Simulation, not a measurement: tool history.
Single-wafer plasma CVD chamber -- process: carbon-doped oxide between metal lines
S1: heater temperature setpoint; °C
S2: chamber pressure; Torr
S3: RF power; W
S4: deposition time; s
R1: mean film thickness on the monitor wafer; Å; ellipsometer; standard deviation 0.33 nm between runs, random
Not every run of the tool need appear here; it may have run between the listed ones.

Run 1, hour 0.0: S1 360 °C, S2 6.92 Torr, S3 500 W, S4 21.5 s. Result: R1 1183.90 Å.
Run 2, hour 5.9: S1 361 °C, S2 6.83 Torr, S3 445 W, S4 21.2 s. Result: R1 1062.50 Å.
Run 3, hour 13.3: S1 361 °C, S2 6.83 Torr, S3 445 W, S4 20.5 s. Result: R1 1022.20 Å.
Run 4, hour 15.0: S1 361 °C, S2 6.83 Torr, S3 445 W, S4 20.5 s. Result: R1 1023.00 Å.
Run 5, hour 23.7: S1 363 °C, S2 6.67 Torr, S3 430 W, S4 20.5 s. Result: R1 990.58 Å.
Run 6, hour 25.6: S1 359 °C, S2 6.67 Torr, S3 430 W, S4 20.5 s. Result: R1 999.06 Å.
Run 7, hour 32.1: S1 360 °C, S2 6.47 Torr, S3 415 W, S4 20.5 s. Result: R1 969.50 Å.

What will run 8 give?
Run 8, hour 38.6: S1 361 °C, S2 6.30 Torr, S3 410 W, S4 20.5 s. Result: R1 ?.

Run 8 yielded R1 952.50 Å.
